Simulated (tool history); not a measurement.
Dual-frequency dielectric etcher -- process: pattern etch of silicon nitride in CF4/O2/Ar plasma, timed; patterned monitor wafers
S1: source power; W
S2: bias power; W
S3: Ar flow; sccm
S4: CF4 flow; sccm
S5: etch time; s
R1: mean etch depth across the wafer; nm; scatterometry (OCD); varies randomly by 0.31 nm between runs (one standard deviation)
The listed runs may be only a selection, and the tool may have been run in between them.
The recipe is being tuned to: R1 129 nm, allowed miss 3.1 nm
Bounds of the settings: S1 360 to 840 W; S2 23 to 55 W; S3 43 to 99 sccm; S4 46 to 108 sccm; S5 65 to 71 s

Run 1, hour 0: S1 600 W, S2 39 W, S3 71 sccm, S4 77 sccm, S5 71 s. Result: R1 171.78 nm.
Run 2, hour 4.4: S1 570 W, S2 39 W, S3 71 sccm, S4 77 sccm, S5 71 s. Result: R1 163.05 nm.
Run 3, hour 9: S1 550 W, S2 39 W, S3 71 sccm, S4 77 sccm, S5 71 s. Result: R1 157.92 nm.
Run 4, hour 9.7: S1 530 W, S2 39 W, S3 71 sccm, S4 77 sccm, S5 71 s. Result: R1 152.54 nm.
Run 5, hour 15.1: S1 510 W, S2 39 W, S3 71 sccm, S4 77 sccm, S5 71 s. Result: R1 145.88 nm.
Run 6, hour 18.8: S1 500 W, S2 39 W, S3 71 sccm, S4 77 sccm, S5 71 s. Result: R1 144.02 nm.
Run 7, hour 24.8: S1 410 W, S2 38 W, S3 71 sccm, S4 77 sccm, S5 71 s. Result: R1 117.07 nm.
Run 8, hour 28.5: S1 420 W, S2 38 W, S3 71 sccm, S4 77 sccm, S5 71 s. Result: R1 120.08 nm.

Of the 4 settings listed for the next run, only one would bring every result within its allowed miss of target. Which one?
Run A, hour 32.2: S1 600 W, S2 25 W, S3 80 sccm, S4 77 sccm, S5 71 s. Result: R1 ?.
Run B, hour 32.2: S1 430 W, S2 38 W, S3 63 sccm, S4 90 sccm, S5 68 s. Result: R1 ?.
Run C, hour 32.2: S1 450 W, S2 39 W, S3 81 sccm, S4 77 sccm, S5 71 s. Result: R1 ?.
Run D, hour 32.2: S1 470 W, S2 38 W, S3 72 sccm, S4 86 sccm, S5 71 s. Result: R1 ?.

move      R1
   A  136.25
   B  121.21
   C  128.47
   D  135.73
A: the result that was furthest off in the last run now lies on the other side of its target
B: better than the last run, though not everything is in spec
C: every result within its allowed miss
D: the result that was furthest off in the last run now lies on the other side of its target
The right move is C.
